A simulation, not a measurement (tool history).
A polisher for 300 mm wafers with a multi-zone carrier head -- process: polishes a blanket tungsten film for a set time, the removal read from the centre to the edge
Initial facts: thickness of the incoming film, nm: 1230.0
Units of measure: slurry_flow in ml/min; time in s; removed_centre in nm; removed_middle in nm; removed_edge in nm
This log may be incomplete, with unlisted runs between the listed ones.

{"run": 1, "day": 0.0, "slurry_flow": 290, "centre_zone": 1.0, "middle_zone": 1.0, "edge_zone": 1.0, "slurry_solids": 1.0, "time": 63, "removed_centre": 437.73, "removed_middle": 452.14, "removed_edge": 469.94}
{"run": 2, "day": 0.304, "slurry_flow": 305, "centre_zone": 1.02, "middle_zone": 1.04, "edge_zone": 0.99, "slurry_solids": 1.0, "time": 63, "removed_centre": 450.9, "removed_middle": 465.59, "removed_edge": 469.19}
{"run": 3, "day": 0.35, "slurry_flow": 305, "centre_zone": 1.02, "middle_zone": 1.04, "edge_zone": 0.99, "slurry_solids": 1.0, "time": 68, "removed_centre": 489.32, "removed_middle": 498.54, "removed_edge": 509.51}
{"run": 4, "day": 0.696, "slurry_flow": 305, "centre_zone": 1.02, "middle_zone": 1.04, "edge_zone": 0.99, "slurry_solids": 1.0, "time": 63, "removed_centre": 450.77, "removed_middle": 467.92, "removed_edge": 471.81}
{"run": 5, "day": 1.046, "slurry_flow": 305, "centre_zone": 1.02, "middle_zone": 1.04, "edge_zone": 0.99, "slurry_solids": 0.9, "time": 63, "removed_centre": 445.55, "removed_middle": 455.36, "removed_edge": 453.35}
{"run": 6, "day": 1.354, "slurry_flow": 320, "centre_zone": 1.03, "middle_zone": 1.08, "edge_zone": 0.97, "slurry_solids": 0.95, "time": 63, "removed_centre": 456.4, "removed_middle": 480.44, "removed_edge": 462.12}

Predict the results of run 7:
{"run": 7, "day": 1.688, "slurry_flow": 335, "centre_zone": 1.04, "middle_zone": 1.11, "edge_zone": 0.96, "slurry_solids": 0.95, "time": 63, "removed_centre": "?", "removed_middle": "?", "removed_edge": "?"}

Run 7 yielded removed_centre 462.73 nm, removed_middle 495.27 nm, removed_edge 463.76 nm.
